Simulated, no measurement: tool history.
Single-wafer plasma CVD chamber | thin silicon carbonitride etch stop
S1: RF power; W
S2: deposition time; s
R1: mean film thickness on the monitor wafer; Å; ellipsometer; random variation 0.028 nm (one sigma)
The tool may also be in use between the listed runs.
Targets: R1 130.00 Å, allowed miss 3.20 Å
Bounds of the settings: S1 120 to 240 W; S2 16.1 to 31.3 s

run	hour	S1	S2	R1
1	0.0	180	23.7	145.22
2	8.2	195	23.7	148.33
3	11.3	195	26.3	164.99
4	18.1	185	25.3	156.29
5	24.1	180	24.5	150.27
6	26.3	165	24.5	146.51
7	30.5	160	24.0	142.56
8	35.1	155	23.6	139.04
9	42.4	150	23.4	137.35

Which of these 4 next moves meets every target?
A	49.7	130	23.0	?
B	49.7	155	22.9	?
C	49.7	135	24.2	?
D	49.7	145	23.8	?

move	R1
A	129.84
B	135.05
C	137.89
D	138.03
A: meets every target
B: nearer than the last run, and not there yet
C: further off than the last run
D: further off than the last run
Answer: A
